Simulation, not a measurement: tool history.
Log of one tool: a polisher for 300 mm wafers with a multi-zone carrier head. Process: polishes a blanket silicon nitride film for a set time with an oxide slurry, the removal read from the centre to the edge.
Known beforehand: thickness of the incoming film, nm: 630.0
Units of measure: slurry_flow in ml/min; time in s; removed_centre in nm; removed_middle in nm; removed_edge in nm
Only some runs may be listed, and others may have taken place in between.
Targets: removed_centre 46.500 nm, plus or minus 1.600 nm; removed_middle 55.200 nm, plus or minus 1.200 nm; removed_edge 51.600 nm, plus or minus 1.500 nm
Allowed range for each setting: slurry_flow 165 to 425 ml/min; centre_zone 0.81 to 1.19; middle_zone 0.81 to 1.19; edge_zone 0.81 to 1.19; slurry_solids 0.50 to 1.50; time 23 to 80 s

run 1 day=0.000 | slurry_flow=275 centre_zone=1.00 middle_zone=1.00 edge_zone=1.00 slurry_solids=1.00 time=51 | removed_centre=35.907 removed_middle=36.590 removed_edge=36.766
run 2 day=0.188 | slurry_flow=280 centre_zone=1.00 middle_zone=1.02 edge_zone=1.02 slurry_solids=1.05 time=51 | removed_centre=36.887 removed_middle=38.192 removed_edge=38.651
run 3 day=0.525 | slurry_flow=280 centre_zone=1.00 middle_zone=1.02 edge_zone=1.02 slurry_solids=0.95 time=51 | removed_centre=35.070 removed_middle=35.857 removed_edge=36.484
run 4 day=0.650 | slurry_flow=280 centre_zone=1.06 middle_zone=1.02 edge_zone=1.02 slurry_solids=0.95 time=51 | removed_centre=37.825 removed_middle=35.699 removed_edge=36.304
run 5 day=0.775 | slurry_flow=280 centre_zone=1.06 middle_zone=1.02 edge_zone=1.02 slurry_solids=0.85 time=51 | removed_centre=34.069 removed_middle=33.194 removed_edge=34.006
run 6 day=1.125 | slurry_flow=280 centre_zone=1.06 middle_zone=1.05 edge_zone=1.02 slurry_solids=0.85 time=51 | removed_centre=34.326 removed_middle=34.231 removed_edge=33.829
run 7 day=1.179 | slurry_flow=325 centre_zone=0.98 middle_zone=1.15 edge_zone=1.12 slurry_solids=1.10 time=54 | removed_centre=40.846 removed_middle=46.668 removed_edge=45.445
run 8 day=1.404 | slurry_flow=325 centre_zone=0.98 middle_zone=1.15 edge_zone=1.12 slurry_solids=1.10 time=54 | removed_centre=40.152 removed_middle=47.105 removed_edge=44.629

Which single option among these 5 for the next run brings every result within its allowed miss of target? Just one does.
run A day=1.629 | slurry_flow=320 centre_zone=1.00 middle_zone=1.09 edge_zone=1.12 slurry_solids=0.90 time=57 | removed_centre=? removed_middle=? removed_edge=?
run B day=1.629 | slurry_flow=230 centre_zone=1.00 middle_zone=1.19 edge_zone=1.12 slurry_solids=1.40 time=58 | removed_centre=? removed_middle=? removed_edge=?
run C day=1.629 | slurry_flow=275 centre_zone=0.82 middle_zone=0.83 edge_zone=1.19 slurry_solids=1.05 time=60 | removed_centre=? removed_middle=? removed_edge=?
run D day=1.629 | slurry_flow=320 centre_zone=0.81 middle_zone=1.18 edge_zone=1.19 slurry_solids=1.15 time=58 | removed_centre=? removed_middle=? removed_edge=?
run E day=1.629 | slurry_flow=295 centre_zone=0.97 middle_zone=1.11 edge_zone=1.19 slurry_solids=1.35 time=58 | removed_centre=? removed_middle=? removed_edge=?

move=A removed_centre=37.816 removed_middle=41.632 removed_edge=42.608
move=B removed_centre=45.800 removed_middle=54.710 removed_edge=52.608
move=C removed_centre=34.922 removed_middle=37.483 removed_edge=50.157
move=D removed_centre=36.015 removed_middle=52.361 removed_edge=51.543
move=E removed_centre=45.868 removed_middle=52.937 removed_edge=55.192
A: further off than the last run
B: meets every target
C: further off than the last run
D: roughly where the last run was
E: better than the last run, though not everything is in spec
Move B is the one to make.
